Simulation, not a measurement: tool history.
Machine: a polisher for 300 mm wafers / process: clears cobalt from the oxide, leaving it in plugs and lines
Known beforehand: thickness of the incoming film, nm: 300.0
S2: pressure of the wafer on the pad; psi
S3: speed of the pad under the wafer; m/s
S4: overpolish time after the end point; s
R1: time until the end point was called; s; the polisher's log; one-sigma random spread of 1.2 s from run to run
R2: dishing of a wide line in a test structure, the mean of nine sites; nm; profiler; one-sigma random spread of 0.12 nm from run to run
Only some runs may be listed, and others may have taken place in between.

Run 1, hour 0.0: flow of slurry (ml/min) 320, S2 1.6 psi, S3 1.08 m/s, S4 11 s. Result: R1 76.254 s, R2 28.5970 nm.
Run 2, hour 4.2: flow of slurry (ml/min) 315, S2 1.5 psi, S3 1.06 m/s, S4 9 s. Result: R1 81.069 s, R2 23.1380 nm.
Run 3, hour 6.1: flow of slurry (ml/min) 315, S2 1.9 psi, S3 1.06 m/s, S4 9 s. Result: R1 66.871 s, R2 27.1580 nm.
Run 4, hour 11.4: flow of slurry (ml/min) 315, S2 1.6 psi, S3 1.06 m/s, S4 9 s. Result: R1 77.931 s, R2 23.8550 nm.
Run 5, hour 14.0: flow of slurry (ml/min) 315, S2 1.6 psi, S3 0.88 m/s, S4 9 s. Result: R1 92.603 s, R2 20.8680 nm.
Run 6, hour 20.0: flow of slurry (ml/min) 385, S2 1.6 psi, S3 0.88 m/s, S4 9 s. Result: R1 91.119 s, R2 20.7080 nm.
Run 7, hour 21.9: flow of slurry (ml/min) 410, S2 1.6 psi, S3 0.84 m/s, S4 8 s. Result: R1 94.714 s, R2 18.4910 nm.
Run 8, hour 23.0: flow of slurry (ml/min) 430, S2 1.6 psi, S3 0.80 m/s, S4 7 s. Result: R1 102.720 s, R2 15.7950 nm.
Run 9, hour 28.9: flow of slurry (ml/min) 495, S2 2.1 psi, S3 0.50 m/s, S4 3 s. Result: R1 121.810 s, R2 6.2156 nm.

Predict the results of run 10:
Run 10, hour 32.6: flow of slurry (ml/min) 470, S2 2.2 psi, S3 0.52 m/s, S4 3 s. Result: R1 ?, R2 ?.

Run 10 measured R1 111.350 s, R2 6.7254 nm.
